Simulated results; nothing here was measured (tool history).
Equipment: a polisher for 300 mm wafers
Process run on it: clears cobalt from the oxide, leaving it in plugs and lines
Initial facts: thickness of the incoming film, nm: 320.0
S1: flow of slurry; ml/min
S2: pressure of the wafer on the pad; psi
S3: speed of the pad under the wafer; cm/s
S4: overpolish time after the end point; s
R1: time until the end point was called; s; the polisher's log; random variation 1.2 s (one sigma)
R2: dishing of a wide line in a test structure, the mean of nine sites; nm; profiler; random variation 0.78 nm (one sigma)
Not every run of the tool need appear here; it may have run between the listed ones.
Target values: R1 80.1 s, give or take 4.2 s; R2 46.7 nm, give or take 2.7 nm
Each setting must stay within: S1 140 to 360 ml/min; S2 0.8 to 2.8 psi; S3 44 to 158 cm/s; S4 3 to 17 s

run  hour   S1   S2   S3  S4      R1      R2
  1     0  230  1.8  100   9  71.888  33.943
  2   4.3  230  1.7  100  10  74.407  36.329
  3   8.5  230  1.4  100  10  87.602   32.64
  4  16.9  230  1.4  100  11  85.392  34.163
  5  20.2  230  1.7  100  11  74.659   39.34
  6  28.5  230  1.7  100  12  75.084  41.385
  7    31  230  1.7  100  13  74.789  43.962
  8    32  230  1.7  100  13  77.229  43.004
  9  36.9  230  1.7  100  14  74.198  45.087

Which single option among these 4 for the next run brings every result within its allowed miss of target? Just one does.
  A  41.8  210  1.8  106  12   ?   ?
  B  41.8  260  1.5  102  16   ?   ?
  C  41.8  235  1.9   98  13   ?   ?
  D  41.8  235  1.9   96  15   ?   ?

move      R1      R2
   A  70.428  44.265
   B  82.378  47.866
   C  70.893  46.253
   D  71.973  49.709
A: lands further from the targets than the last run did
B: hits every target within its allowed miss
C: lands further from the targets than the last run did
D: lands further from the targets than the last run did
Go with B: it meets all targets.
